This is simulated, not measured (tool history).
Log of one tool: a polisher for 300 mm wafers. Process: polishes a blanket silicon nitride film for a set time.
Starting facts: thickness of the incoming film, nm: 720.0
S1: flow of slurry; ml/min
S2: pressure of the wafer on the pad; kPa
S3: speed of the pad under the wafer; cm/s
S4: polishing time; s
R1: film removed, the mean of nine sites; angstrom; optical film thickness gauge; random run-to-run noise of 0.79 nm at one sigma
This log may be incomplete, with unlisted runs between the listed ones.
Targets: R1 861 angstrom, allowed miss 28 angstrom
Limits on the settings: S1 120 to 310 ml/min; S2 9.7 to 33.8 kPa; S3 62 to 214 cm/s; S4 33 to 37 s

{"run": 1, "hour": 0.0, "S1": 200, "S2": 21.4, "S3": 138, "S4": 37, "R1": 589.61}
{"run": 2, "hour": 1.3, "S1": 205, "S2": 22.8, "S3": 138, "S4": 37, "R1": 627.86}
{"run": 3, "hour": 3.9, "S1": 240, "S2": 22.8, "S3": 138, "S4": 37, "R1": 639.45}
{"run": 4, "hour": 10.3, "S1": 240, "S2": 22.8, "S3": 156, "S4": 37, "R1": 678.36}
{"run": 5, "hour": 16.8, "S1": 240, "S2": 23.4, "S3": 156, "S4": 37, "R1": 710.46}
{"run": 6, "hour": 25.5, "S1": 260, "S2": 23.4, "S3": 156, "S4": 37, "R1": 701.07}
{"run": 7, "hour": 31.6, "S1": 260, "S2": 24.1, "S3": 156, "S4": 37, "R1": 716.55}
{"run": 8, "hour": 34.2, "S1": 260, "S2": 24.1, "S3": 156, "S4": 37, "R1": 716.9}
{"run": 9, "hour": 39.9, "S1": 260, "S2": 24.8, "S3": 156, "S4": 37, "R1": 732.82}
{"run": 10, "hour": 41.0, "S1": 260, "S2": 25.5, "S3": 156, "S4": 37, "R1": 750.61}
{"run": 11, "hour": 42.3, "S1": 260, "S2": 26.2, "S3": 156, "S4": 37, "R1": 780.94}

Exactly one of the 5 candidate moves below puts every result within its allowed miss. Which one?
{"run": "A", "hour": 43.6, "S1": 250, "S2": 25.5, "S3": 152, "S4": 35, "R1": "?"}
{"run": "B", "hour": 43.6, "S1": 280, "S2": 31.7, "S3": 136, "S4": 37, "R1": "?"}
{"run": "C", "hour": 43.6, "S1": 260, "S2": 26.9, "S3": 146, "S4": 34, "R1": "?"}
{"run": "D", "hour": 43.6, "S1": 285, "S2": 26.9, "S3": 126, "S4": 33, "R1": "?"}
{"run": "E", "hour": 43.6, "S1": 310, "S2": 25.5, "S3": 156, "S4": 33, "R1": "?"}

move=A R1=690.08
move=B R1=851.21
move=C R1=691.85
move=D R1=631.92
move=E R1=673.62
A: its largest miss is bigger than the last run's
B: every result lands within tolerance
C: its largest miss is bigger than the last run's
D: its largest miss is bigger than the last run's
E: its largest miss is bigger than the last run's
Move B is the one to make.
